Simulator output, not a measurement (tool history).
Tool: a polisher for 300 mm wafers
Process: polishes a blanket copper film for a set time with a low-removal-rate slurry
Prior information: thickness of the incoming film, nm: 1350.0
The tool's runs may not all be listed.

run  hour  flow of slurry (ml/min)  pressure of the wafer on the pad (kPa)  speed of the pad under the wafer (cm/s)  abrasive content of the slurry  polishing time (s)  film removed (nm)
  1   0.0                      295                                    22.1                                      104                             1.0                  29             90.245
  2   2.6                      295                                    22.1                                      128                             1.0                  29            108.380
  3   9.5                      295                                    18.6                                      124                             1.0                  29             94.386
  4  17.7                      330                                    18.6                                      124                             1.0                  29             96.609
  5  22.8                      310                                    15.9                                      116                             1.0                  29             81.785
  6  31.5                      260                                    15.9                                      116                             1.0                  29             79.858
  7  34.1                      260                                    13.8                                      110                             1.0                  29             71.120
  8  38.3                      260                                    12.4                                      106                             1.0                  29             64.801
  9  44.3                      260                                    11.7                                      104                             1.0                  29             61.679
 10  46.2                      260                                    11.0                                      102                             1.0                  29             58.386
     50.3  -- worn pad replaced by a new one
 11  50.3                      260                                    10.3                                      102                             1.0                  29             64.547
 12  56.9                      260                                     9.7                                       82                             1.0                  29             51.894

For run 13, what comes out?
 13  64.0                      260                                     9.7                                       82                             1.0                  29                  ?

For run 13 the tool returned film removed (nm) 51.555.
